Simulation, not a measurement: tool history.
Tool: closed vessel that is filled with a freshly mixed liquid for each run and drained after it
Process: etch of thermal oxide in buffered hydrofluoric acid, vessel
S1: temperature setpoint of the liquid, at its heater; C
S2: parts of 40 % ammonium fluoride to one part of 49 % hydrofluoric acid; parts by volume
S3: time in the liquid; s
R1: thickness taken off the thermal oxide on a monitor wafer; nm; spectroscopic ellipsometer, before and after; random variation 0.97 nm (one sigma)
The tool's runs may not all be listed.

run  hour    S1    S2  S3      R1
  1     0    22    18  85  42.604
  2   7.3    22    18  95  47.186
  3  12.5    22    15  95   56.67
  4  16.8    22    15  95  56.398
  5  22.9    22    15  95  56.589
  6  28.2    22    15  85  50.223
  7  36.5  23.5  13.5  85  61.181
  8  37.9    25    13  85  68.439
  9    44    26  12.5  85  75.643
 10  49.1    27    12  85  82.252
 11  55.7  27.5  11.5  85  90.617

The next listed run, before its measurement:
 12  63.7  28  11.5  85   ?

Run 12 gave R1 90.731 nm.
